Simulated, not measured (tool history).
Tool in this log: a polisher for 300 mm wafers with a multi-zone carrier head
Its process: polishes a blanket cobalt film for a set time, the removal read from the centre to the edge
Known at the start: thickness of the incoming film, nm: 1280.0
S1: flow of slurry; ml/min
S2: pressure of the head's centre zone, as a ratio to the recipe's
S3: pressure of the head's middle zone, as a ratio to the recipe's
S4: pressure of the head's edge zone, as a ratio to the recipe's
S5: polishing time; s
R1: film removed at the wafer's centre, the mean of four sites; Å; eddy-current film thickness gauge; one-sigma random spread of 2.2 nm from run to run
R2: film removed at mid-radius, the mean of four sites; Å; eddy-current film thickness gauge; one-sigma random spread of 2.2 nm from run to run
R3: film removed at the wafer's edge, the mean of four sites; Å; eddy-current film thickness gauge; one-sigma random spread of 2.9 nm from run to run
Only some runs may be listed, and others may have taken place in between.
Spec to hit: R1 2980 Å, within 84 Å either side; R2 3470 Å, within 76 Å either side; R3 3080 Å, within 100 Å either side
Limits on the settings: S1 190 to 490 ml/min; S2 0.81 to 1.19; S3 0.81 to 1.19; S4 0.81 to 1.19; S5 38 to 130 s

run 1 day=0 | S1=315 S2=1 S3=1 S4=1 S5=84 | R1=3761.8 R2=3862.6 R3=3730
run 2 day=0.158 | S1=315 S2=1 S3=1 S4=0.95 S5=84 | R1=3794.1 R2=3843.6 R3=3711.6
run 3 day=0.379 | S1=315 S2=1 S3=0.96 S4=0.95 S5=84 | R1=3809.9 R2=3738.1 R3=3681.2
run 4 day=0.671 | S1=315 S2=1 S3=0.91 S4=0.95 S5=84 | R1=3772.1 R2=3568.8 R3=3662.2
run 5 day=0.712 | S1=315 S2=0.98 S3=0.93 S4=0.93 S5=82 | R1=3626 R2=3501.6 R3=3548.3
run 6 day=0.817 | S1=315 S2=0.97 S3=0.95 S4=0.92 S5=81 | R1=3543.1 R2=3584.2 R3=3450.5
run 7 day=0.992 | S1=310 S2=0.95 S3=0.95 S4=0.91 S5=81 | R1=3452.2 R2=3567.4 R3=3406.7
run 8 day=1.054 | S1=305 S2=0.94 S3=0.95 S4=0.9 S5=81 | R1=3422.1 R2=3534.6 R3=3461.8
run 9 day=1.354 | S1=305 S2=0.94 S3=0.95 S4=0.9 S5=81 | R1=3418.5 R2=3528.3 R3=3409.5
run 10 day=1.625 | S1=300 S2=0.93 S3=0.96 S4=0.89 S5=81 | R1=3387.4 R2=3576.1 R3=3413.6
run 11 day=1.654 | S1=305 S2=0.92 S3=0.96 S4=0.88 S5=80 | R1=3304.1 R2=3547.4 R3=3368.5
run 12 day=1.7 | S1=305 S2=0.91 S3=0.97 S4=0.87 S5=79 | R1=3236.5 R2=3550.7 R3=3294.2
run 13 day=1.758 | S1=300 S2=0.9 S3=0.97 S4=0.86 S5=79 | R1=3196.7 R2=3512 R3=3210.9
run 14 day=1.862 | S1=295 S2=0.89 S3=0.97 S4=0.86 S5=79 | R1=3133.6 R2=3523.1 R3=3250.5
run 15 day=1.979 | S1=290 S2=0.89 S3=0.97 S4=0.85 S5=79 | R1=3154.6 R2=3482 R3=3207.2
run 16 day=2.188 | S1=285 S2=0.88 S3=0.97 S4=0.84 S5=79 | R1=3136.3 R2=3504.8 R3=3248.1
run 17 day=2.246 | S1=290 S2=0.88 S3=0.97 S4=0.84 S5=79 | R1=3125.5 R2=3522.1 R3=3226.6

4 candidate next runs follow, results not yet known. Just one meets every target within its allowed miss. Identify it.
run A day=2.304 | S1=295 S2=0.88 S3=0.95 S4=0.82 S5=81 | R1=? R2=? R3=?
run B day=2.304 | S1=270 S2=0.89 S3=0.94 S4=0.83 S5=82 | R1=? R2=? R3=?
run C day=2.304 | S1=245 S2=0.94 S3=0.98 S4=0.81 S5=79 | R1=? R2=? R3=?
run D day=2.304 | S1=290 S2=0.86 S3=0.98 S4=0.81 S5=77 | R1=? R2=? R3=?

move=A R1=3199.1 R2=3510.3 R3=3240.8
move=B R1=3238.2 R2=3486.6 R3=3273.4
move=C R1=3248.2 R2=3435.1 R3=3089.4
move=D R1=2967.7 R2=3419.1 R3=3058.7
A: its largest miss is bigger than the last run's
B: its largest miss is bigger than the last run's
C: its largest miss is bigger than the last run's
D: each result inside its tolerance
The move that meets every target is D.
